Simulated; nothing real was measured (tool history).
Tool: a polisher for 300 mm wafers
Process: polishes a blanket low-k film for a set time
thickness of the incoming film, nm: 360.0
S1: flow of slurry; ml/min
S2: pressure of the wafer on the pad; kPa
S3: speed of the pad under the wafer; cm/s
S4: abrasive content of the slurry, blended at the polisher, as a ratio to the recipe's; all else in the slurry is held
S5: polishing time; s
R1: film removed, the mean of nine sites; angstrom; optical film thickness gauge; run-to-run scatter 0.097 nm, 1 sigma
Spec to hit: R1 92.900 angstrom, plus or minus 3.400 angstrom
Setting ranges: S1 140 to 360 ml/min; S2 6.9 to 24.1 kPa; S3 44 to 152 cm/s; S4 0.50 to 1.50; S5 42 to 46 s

run    day   S1    S2  S3    S4  S5       R1
  1  0.000  230  15.2  98  1.00  46  176.490
  2  0.292  230  15.2  98  1.00  46  175.940
  3  0.550  230  14.5  96  1.00  46  171.090
  4  0.838  230  14.5  96  1.00  46  171.010
  5  1.196  230  13.8  92  1.00  46  159.230
  6  1.262  230  17.2  92  1.00  46  184.060
  7  1.571  230  15.9  88  1.00  46  170.360
  8  1.646  230  14.5  84  1.00  46  155.410
  9  1.858  230  13.8  82  1.00  46  145.480
 10  2.096  230  13.1  80  1.00  46  137.620
 11  2.388  230  12.4  78  1.00  46  132.640
 12  2.712  230  11.7  76  1.00  46  122.690
 13  3.046  230  11.0  76  1.00  46  120.860
 14  3.167  230  10.3  76  1.00  46  113.340
 15  3.512  225   6.9  74  1.00  46   86.432

Pick the move, out of 5, that brings all results within their allowed miss; only one does.
  A  3.858  215   7.6  70  1.00  44   ?
  B  3.858  180  11.0  50  1.05  45   ?
  C  3.858  225   6.9  72  1.00  42   ?
  D  3.858  190   8.3  84  0.85  45   ?
  E  3.858  195   9.7  72  0.95  46   ?

move       R1
   A   84.884
   B   86.348
   C   78.899
   D   94.172
   E  100.410
A: further off than the last run
B: as far off as the last run
C: further off than the last run
D: every result lands within tolerance
E: carries the result that was furthest off beyond its target, to the other side
Correct choice: D, which meets every target
